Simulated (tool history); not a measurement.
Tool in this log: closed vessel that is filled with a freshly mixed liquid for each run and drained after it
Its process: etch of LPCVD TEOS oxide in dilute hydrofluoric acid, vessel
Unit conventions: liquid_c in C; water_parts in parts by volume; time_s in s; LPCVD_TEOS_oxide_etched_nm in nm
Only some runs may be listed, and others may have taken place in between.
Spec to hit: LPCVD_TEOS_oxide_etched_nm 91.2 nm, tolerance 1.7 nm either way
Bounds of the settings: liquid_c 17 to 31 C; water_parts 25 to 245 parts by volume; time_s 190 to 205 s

run 1 day=0 | liquid_c=23 water_parts=135 time_s=190 | LPCVD_TEOS_oxide_etched_nm=28.386
run 2 day=0.083 | liquid_c=23 water_parts=135 time_s=190 | LPCVD_TEOS_oxide_etched_nm=28.358
run 3 day=0.383 | liquid_c=23 water_parts=135 time_s=205 | LPCVD_TEOS_oxide_etched_nm=30.471
run 4 day=0.446 | liquid_c=25.5 water_parts=105 time_s=205 | LPCVD_TEOS_oxide_etched_nm=44.752
run 5 day=0.508 | liquid_c=28.5 water_parts=105 time_s=205 | LPCVD_TEOS_oxide_etched_nm=50.812
run 6 day=0.625 | liquid_c=29.5 water_parts=85 time_s=205 | LPCVD_TEOS_oxide_etched_nm=66.726
run 7 day=0.958 | liquid_c=30 water_parts=75 time_s=205 | LPCVD_TEOS_oxide_etched_nm=78.142
run 8 day=1.062 | liquid_c=30.5 water_parts=70 time_s=205 | LPCVD_TEOS_oxide_etched_nm=86.011
run 9 day=1.267 | liquid_c=31 water_parts=70 time_s=205 | LPCVD_TEOS_oxide_etched_nm=87.813
run 10 day=1.367 | liquid_c=31 water_parts=65 time_s=205 | LPCVD_TEOS_oxide_etched_nm=94.89
run 11 day=1.721 | liquid_c=30.5 water_parts=65 time_s=205 | LPCVD_TEOS_oxide_etched_nm=92.926

5 next moves are on the table. One of them brings every result within its allowed miss. Which?
run A day=2.075 | liquid_c=31 water_parts=65 time_s=205 | LPCVD_TEOS_oxide_etched_nm=?
run B day=2.075 | liquid_c=28.5 water_parts=60 time_s=205 | LPCVD_TEOS_oxide_etched_nm=?
run C day=2.075 | liquid_c=30 water_parts=60 time_s=195 | LPCVD_TEOS_oxide_etched_nm=?
run D day=2.075 | liquid_c=30.5 water_parts=65 time_s=200 | LPCVD_TEOS_oxide_etched_nm=?
run E day=2.075 | liquid_c=27 water_parts=55 time_s=205 | LPCVD_TEOS_oxide_etched_nm=?

move=A LPCVD_TEOS_oxide_etched_nm=95.429
move=B LPCVD_TEOS_oxide_etched_nm=94.515
move=C LPCVD_TEOS_oxide_etched_nm=95.337
move=D LPCVD_TEOS_oxide_etched_nm=91.329
move=E LPCVD_TEOS_oxide_etched_nm=97.85
A: misses by more than the last run did
B: misses by more than the last run did
C: misses by more than the last run did
D: in spec on every target
E: misses by more than the last run did
The right move is D.
